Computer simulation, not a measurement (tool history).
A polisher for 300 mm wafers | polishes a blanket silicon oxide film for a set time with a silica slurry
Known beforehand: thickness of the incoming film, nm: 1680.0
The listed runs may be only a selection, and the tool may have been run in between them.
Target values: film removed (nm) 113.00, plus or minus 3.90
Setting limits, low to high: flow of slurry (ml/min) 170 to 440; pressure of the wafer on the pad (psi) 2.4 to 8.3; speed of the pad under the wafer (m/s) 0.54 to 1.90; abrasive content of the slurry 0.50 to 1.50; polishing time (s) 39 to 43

run	day	flow of slurry (ml/min)	pressure of the wafer on the pad (psi)	speed of the pad under the wafer (m/s)	abrasive content of the slurry	polishing time (s)	film removed (nm)
1	0.000	280	5.3	1.22	1.00	43	203.99
2	0.158	280	4.9	1.22	1.00	43	190.46
3	0.242	280	4.6	1.20	1.00	43	180.71
4	0.267	320	4.6	1.20	1.00	43	181.00
5	0.475	320	4.6	1.46	1.00	43	206.99
6	0.508	320	4.3	1.42	1.00	43	186.76
7	0.875	320	4.1	1.40	1.00	43	183.52
8	1.058	320	3.9	1.36	1.00	43	170.42
9	1.288	320	2.4	1.18	1.00	43	105.87

Which one of the following 4 next-run settings gets every result inside its allowed miss? There is exactly one.
A	1.517	315	2.7	1.26	1.10	39	?
B	1.517	350	2.8	1.30	0.85	39	?
C	1.517	370	2.8	1.00	0.95	41	?
D	1.517	395	3.0	0.82	1.00	43	?

move	film removed (nm)
A	112.43
B	106.29
C	101.77
D	104.48
A: all results land within tolerance of their targets
B: nearer the targets than the last run, but a result is still out of spec
C: further off than the last run
D: further off than the last run
Correct choice: A, which meets every target
